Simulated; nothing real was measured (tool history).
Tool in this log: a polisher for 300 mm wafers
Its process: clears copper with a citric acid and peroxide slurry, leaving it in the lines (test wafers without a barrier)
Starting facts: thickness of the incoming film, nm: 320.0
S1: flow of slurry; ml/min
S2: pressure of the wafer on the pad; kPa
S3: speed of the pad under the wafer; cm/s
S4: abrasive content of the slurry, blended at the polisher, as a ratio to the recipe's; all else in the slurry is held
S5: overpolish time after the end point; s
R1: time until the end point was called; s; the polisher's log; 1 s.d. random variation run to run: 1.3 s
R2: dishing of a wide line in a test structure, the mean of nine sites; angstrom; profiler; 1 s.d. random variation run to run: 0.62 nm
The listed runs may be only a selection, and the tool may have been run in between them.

run 1 day=0.000 | S1=165 S2=15.9 S3=112 S4=1.0 S5=17 | R1=181.65 R2=198.04
run 2 day=0.279 | S1=130 S2=15.9 S3=112 S4=1.0 S5=17 | R1=184.25 R2=189.55
run 3 day=0.446 | S1=130 S2=16.5 S3=112 S4=1.0 S5=17 | R1=180.17 R2=201.06
run 4 day=0.792 | S1=130 S2=12.4 S3=112 S4=1.0 S5=17 | R1=234.56 R2=165.97
run 5 day=1.096 | S1=130 S2=13.1 S3=112 S4=1.0 S5=17 | R1=221.59 R2=163.90
run 6 day=1.233 | S1=130 S2=9.7 S3=112 S4=1.0 S5=17 | R1=288.20 R2=131.50
run 7 day=1.475 | S1=130 S2=11.0 S3=112 S4=1.0 S5=17 | R1=257.46 R2=143.72
run 8 day=1.750 | S1=130 S2=12.4 S3=112 S4=1.0 S5=17 | R1=233.71 R2=160.11
run 9 day=1.775 | S1=130 S2=13.1 S3=112 S4=1.0 S5=17 | R1=220.69 R2=164.35
run 10 day=1.921 | S1=130 S2=13.8 S3=112 S4=1.0 S5=17 | R1=213.45 R2=166.73
run 11 day=2.233 | S1=130 S2=14.5 S3=112 S4=1.0 S5=17 | R1=201.64 R2=178.71
run 12 day=2.450 | S1=130 S2=15.2 S3=112 S4=1.0 S5=17 | R1=195.04 R2=188.26

Expected results for the next run?
run 13 day=2.546 | S1=170 S2=19.3 S3=114 S4=1.0 S5=18 | R1=? R2=?

{"run 13": {"R1": 147.86, "R2": 244.37}}

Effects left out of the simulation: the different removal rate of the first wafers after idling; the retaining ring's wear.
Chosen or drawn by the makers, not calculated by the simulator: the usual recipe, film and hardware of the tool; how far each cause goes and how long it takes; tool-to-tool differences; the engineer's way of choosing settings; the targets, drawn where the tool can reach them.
